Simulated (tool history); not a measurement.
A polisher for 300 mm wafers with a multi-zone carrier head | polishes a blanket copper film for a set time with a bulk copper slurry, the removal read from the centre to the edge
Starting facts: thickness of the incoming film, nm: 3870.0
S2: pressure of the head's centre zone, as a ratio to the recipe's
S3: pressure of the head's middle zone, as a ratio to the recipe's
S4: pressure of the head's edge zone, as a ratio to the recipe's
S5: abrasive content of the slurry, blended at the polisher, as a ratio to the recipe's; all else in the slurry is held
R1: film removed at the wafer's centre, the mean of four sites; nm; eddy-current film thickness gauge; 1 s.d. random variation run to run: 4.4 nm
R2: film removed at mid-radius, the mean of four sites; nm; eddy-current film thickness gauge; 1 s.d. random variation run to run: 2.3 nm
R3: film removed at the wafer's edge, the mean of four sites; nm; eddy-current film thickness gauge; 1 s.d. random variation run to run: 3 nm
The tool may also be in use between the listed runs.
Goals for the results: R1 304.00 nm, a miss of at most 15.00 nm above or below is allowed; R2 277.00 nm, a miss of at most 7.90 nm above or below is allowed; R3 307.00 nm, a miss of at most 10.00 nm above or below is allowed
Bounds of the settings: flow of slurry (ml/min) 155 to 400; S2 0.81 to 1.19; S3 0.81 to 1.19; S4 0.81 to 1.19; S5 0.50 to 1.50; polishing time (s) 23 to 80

Run 1, day 0.000: flow of slurry (ml/min) 255, S2 1.00, S3 1.00, S4 1.00, S5 1.00, polishing time (s) 51. Result: R1 479.13 nm, R2 461.67 nm, R3 447.35 nm.
Run 2, day 0.208: flow of slurry (ml/min) 255, S2 1.00, S3 1.08, S4 1.00, S5 1.00, polishing time (s) 51. Result: R1 471.23 nm, R2 491.94 nm, R3 441.01 nm.
Run 3, day 0.396: flow of slurry (ml/min) 255, S2 1.00, S3 1.08, S4 1.00, S5 1.15, polishing time (s) 51. Result: R1 472.07 nm, R2 495.60 nm, R3 455.75 nm.
Run 4, day 0.471: flow of slurry (ml/min) 255, S2 1.00, S3 1.08, S4 1.08, S5 1.15, polishing time (s) 51. Result: R1 470.43 nm, R2 497.01 nm, R3 477.83 nm.
Run 5, day 0.721: flow of slurry (ml/min) 215, S2 1.00, S3 1.08, S4 1.08, S5 1.15, polishing time (s) 51. Result: R1 463.77 nm, R2 495.55 nm, R3 461.85 nm.
Run 6, day 0.962: flow of slurry (ml/min) 215, S2 1.05, S3 1.08, S4 1.08, S5 1.15, polishing time (s) 51. Result: R1 491.83 nm, R2 487.96 nm, R3 462.35 nm.
Run 7, day 1.329: flow of slurry (ml/min) 220, S2 1.03, S3 1.03, S4 1.09, S5 1.05, polishing time (s) 46. Result: R1 419.26 nm, R2 426.14 nm, R3 420.58 nm.
Run 8, day 1.692: flow of slurry (ml/min) 185, S2 1.10, S3 0.93, S4 1.01, S5 0.80, polishing time (s) 33. Result: R1 297.15 nm, R2 256.60 nm, R3 274.10 nm.
Run 9, day 1.767: flow of slurry (ml/min) 205, S2 1.09, S3 0.93, S4 1.04, S5 0.80, polishing time (s) 33. Result: R1 302.78 nm, R2 267.51 nm, R3 279.01 nm.
Run 10, day 2.067: flow of slurry (ml/min) 200, S2 1.08, S3 0.92, S4 1.07, S5 0.85, polishing time (s) 33. Result: R1 297.49 nm, R2 263.82 nm, R3 286.11 nm.

Which single option among these 5 for the next run brings every result within its allowed miss of target? Just one does.
Run A, day 2.367: flow of slurry (ml/min) 240, S2 1.13, S3 1.01, S4 1.05, S5 0.90, polishing time (s) 31. Result: R1 ?, R2 ?, R3 ?.
Run B, day 2.367: flow of slurry (ml/min) 335, S2 1.19, S3 1.00, S4 0.98, S5 0.80, polishing time (s) 30. Result: R1 ?, R2 ?, R3 ?.
Run C, day 2.367: flow of slurry (ml/min) 155, S2 1.04, S3 0.81, S4 1.16, S5 0.95, polishing time (s) 35. Result: R1 ?, R2 ?, R3 ?.
Run D, day 2.367: flow of slurry (ml/min) 175, S2 1.08, S3 0.88, S4 1.05, S5 0.95, polishing time (s) 34. Result: R1 ?, R2 ?, R3 ?.
Run E, day 2.367: flow of slurry (ml/min) 290, S2 1.02, S3 0.91, S4 1.11, S5 0.95, polishing time (s) 33. Result: R1 ?, R2 ?, R3 ?.

move      R1      R2      R3
   A  303.09  275.19  270.52
   B  311.84  267.50  254.46
   C  300.02  245.70  310.84
   D  307.76  260.46  290.88
   E  304.95  276.54  303.87
A: misses by more than the last run did
B: misses by more than the last run did
C: gets the furthest-off result to its target, but another result is out of tolerance
D: no nearer and no further than the last run
E: every result within its allowed miss
The right move is E.

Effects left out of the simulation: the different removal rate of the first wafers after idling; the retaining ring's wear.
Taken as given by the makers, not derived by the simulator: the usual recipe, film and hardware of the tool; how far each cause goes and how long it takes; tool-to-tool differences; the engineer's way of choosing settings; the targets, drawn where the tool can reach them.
